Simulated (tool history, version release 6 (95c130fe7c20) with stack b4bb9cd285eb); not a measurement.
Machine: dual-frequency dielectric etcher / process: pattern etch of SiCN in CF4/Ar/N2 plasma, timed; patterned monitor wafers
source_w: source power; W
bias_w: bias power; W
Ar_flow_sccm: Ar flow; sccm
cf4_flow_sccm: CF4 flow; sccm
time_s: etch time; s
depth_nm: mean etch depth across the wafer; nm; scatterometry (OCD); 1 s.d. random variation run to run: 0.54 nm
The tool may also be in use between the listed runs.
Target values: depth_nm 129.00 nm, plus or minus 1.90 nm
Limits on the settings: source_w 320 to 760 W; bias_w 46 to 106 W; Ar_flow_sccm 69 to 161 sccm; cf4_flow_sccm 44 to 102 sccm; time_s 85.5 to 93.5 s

{"run": 1, "day": 0.0, "source_w": 540, "bias_w": 76, "Ar_flow_sccm": 115, "cf4_flow_sccm": 73, "time_s": 93.5, "depth_nm": 106.65}
{"run": 2, "day": 0.125, "source_w": 540, "bias_w": 76, "Ar_flow_sccm": 115, "cf4_flow_sccm": 64, "time_s": 93.5, "depth_nm": 105.64}
{"run": 3, "day": 0.458, "source_w": 540, "bias_w": 76, "Ar_flow_sccm": 115, "cf4_flow_sccm": 59, "time_s": 93.5, "depth_nm": 104.69}
{"run": 4, "day": 0.533, "source_w": 540, "bias_w": 76, "Ar_flow_sccm": 115, "cf4_flow_sccm": 59, "time_s": 93.5, "depth_nm": 104.37}
{"run": 5, "day": 0.85, "source_w": 580, "bias_w": 76, "Ar_flow_sccm": 115, "cf4_flow_sccm": 59, "time_s": 93.5, "depth_nm": 111.0}
{"run": 6, "day": 1.138, "source_w": 580, "bias_w": 76, "Ar_flow_sccm": 132, "cf4_flow_sccm": 59, "time_s": 93.5, "depth_nm": 109.21}
{"run": 7, "day": 1.342, "source_w": 610, "bias_w": 76, "Ar_flow_sccm": 132, "cf4_flow_sccm": 59, "time_s": 93.5, "depth_nm": 113.04}
{"run": 8, "day": 1.479, "source_w": 640, "bias_w": 76, "Ar_flow_sccm": 132, "cf4_flow_sccm": 59, "time_s": 93.5, "depth_nm": 117.7}
{"run": 9, "day": 1.754, "source_w": 660, "bias_w": 76, "Ar_flow_sccm": 132, "cf4_flow_sccm": 59, "time_s": 93.5, "depth_nm": 122.03}
{"run": 10, "day": 1.833, "source_w": 670, "bias_w": 76, "Ar_flow_sccm": 132, "cf4_flow_sccm": 59, "time_s": 93.5, "depth_nm": 123.63}
{"run": 11, "day": 2.138, "source_w": 680, "bias_w": 76, "Ar_flow_sccm": 132, "cf4_flow_sccm": 59, "time_s": 93.5, "depth_nm": 123.63}
{"run": 12, "day": 2.367, "source_w": 690, "bias_w": 76, "Ar_flow_sccm": 132, "cf4_flow_sccm": 59, "time_s": 93.5, "depth_nm": 125.54}

Below are 5 possible settings for the next run. Only one of them brings all results inside the allowed miss of their targets. Which is it?
{"run": "A", "day": 2.596, "source_w": 700, "bias_w": 71, "Ar_flow_sccm": 152, "cf4_flow_sccm": 53, "time_s": 93.5, "depth_nm": "?"}
{"run": "B", "day": 2.596, "source_w": 670, "bias_w": 82, "Ar_flow_sccm": 133, "cf4_flow_sccm": 56, "time_s": 91.5, "depth_nm": "?"}
{"run": "C", "day": 2.596, "source_w": 710, "bias_w": 80, "Ar_flow_sccm": 135, "cf4_flow_sccm": 56, "time_s": 88.5, "depth_nm": "?"}
{"run": "D", "day": 2.596, "source_w": 720, "bias_w": 80, "Ar_flow_sccm": 128, "cf4_flow_sccm": 63, "time_s": 89.5, "depth_nm": "?"}
{"run": "E", "day": 2.596, "source_w": 740, "bias_w": 79, "Ar_flow_sccm": 147, "cf4_flow_sccm": 53, "time_s": 87.0, "depth_nm": "?"}

move=A depth_nm=120.68
move=B depth_nm=122.29
move=C depth_nm=123.04
move=D depth_nm=128.64
move=E depth_nm=122.43
A: its largest miss is bigger than the last run's
B: its largest miss is bigger than the last run's
C: its largest miss is bigger than the last run's
D: every result lands within tolerance
E: its largest miss is bigger than the last run's
Move D is the one to make.
